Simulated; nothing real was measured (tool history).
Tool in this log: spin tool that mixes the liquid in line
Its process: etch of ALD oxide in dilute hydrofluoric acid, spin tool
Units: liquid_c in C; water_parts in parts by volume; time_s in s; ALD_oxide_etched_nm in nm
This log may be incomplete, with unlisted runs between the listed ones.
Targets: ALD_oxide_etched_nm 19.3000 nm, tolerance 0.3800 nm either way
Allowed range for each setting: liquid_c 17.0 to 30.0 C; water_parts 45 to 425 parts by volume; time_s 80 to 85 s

run	hour	liquid_c	water_parts	time_s	ALD_oxide_etched_nm
1	0.0	22.0	235	80	8.0583
2	7.5	24.0	205	80	10.4360
3	15.1	25.5	185	80	12.2860
4	15.8	25.5	100	80	25.1770
5	23.4	22.5	100	80	22.6400
6	31.7	21.0	100	80	21.3370
7	37.7	20.0	100	80	20.2670
8	45.4	19.5	100	80	20.1330

Exercise: of the 5 proposed moves below, exactly one satisfies all targets within the stated allowed misses. Which move is it?
A	53.1	19.0	95	80	?
B	53.1	20.0	110	80	?
C	53.1	17.0	105	85	?
D	53.1	18.5	95	85	?
E	53.1	18.5	105	85	?

move	ALD_oxide_etched_nm
A	20.7810
B	18.3730
C	18.1740
D	21.6260
E	19.3440
A: lands further from the targets than the last run did
B: pushes the last run's worst result past its target
C: pushes the last run's worst result past its target
D: lands further from the targets than the last run did
E: hits every target within its allowed miss
Go with E: it meets all targets.
